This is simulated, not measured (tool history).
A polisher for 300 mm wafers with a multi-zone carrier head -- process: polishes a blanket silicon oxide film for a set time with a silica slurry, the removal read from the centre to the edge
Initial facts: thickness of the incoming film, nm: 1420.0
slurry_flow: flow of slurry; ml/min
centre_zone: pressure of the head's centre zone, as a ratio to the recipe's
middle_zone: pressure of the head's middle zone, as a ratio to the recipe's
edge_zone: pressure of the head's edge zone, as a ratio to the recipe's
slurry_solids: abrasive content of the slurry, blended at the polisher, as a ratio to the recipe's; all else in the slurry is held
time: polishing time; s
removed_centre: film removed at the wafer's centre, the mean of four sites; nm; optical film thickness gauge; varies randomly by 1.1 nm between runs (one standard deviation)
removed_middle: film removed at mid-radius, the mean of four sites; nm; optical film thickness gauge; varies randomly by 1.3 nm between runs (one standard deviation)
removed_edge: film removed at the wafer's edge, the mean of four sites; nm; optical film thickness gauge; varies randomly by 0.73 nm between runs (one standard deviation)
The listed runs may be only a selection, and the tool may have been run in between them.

run	day	slurry_flow	centre_zone	middle_zone	edge_zone	slurry_solids	time	removed_centre	removed_middle	removed_edge
1	0	220	1	1	1	1	40	95.29	93.77	93.503
2	0.062	220	1	1	0.98	1	40	92.917	94.952	92.787
3	0.35	220	1	0.92	0.98	1	40	92.651	88.662	92.188
4	0.65	220	1.01	0.92	0.96	1	40	96.045	85.264	92.012
5	0.904	220	1.01	0.94	0.94	1	40	94.242	90.834	91.466
6	1.133	220	1.01	0.94	0.94	0.85	40	88.63	81.255	85.057
7	1.179	220	1.01	0.95	0.93	0.85	40	88.782	84.329	84.876
8	1.538	220	1.01	0.96	0.92	0.85	40	88.719	86.131	84.688
9	1.775	220	1.01	0.96	0.91	0.85	40	85.7	84.565	85.103
10	2.062	220	1.01	0.96	0.91	0.85	40	86.402	82.704	84.444

Forecast run 11:
11	2.371	225	1.02	0.98	0.91	0.85	40	?	?	?

{"run 11": {"removed_centre": 89.175, "removed_middle": 85.671, "removed_edge": 85.287}}
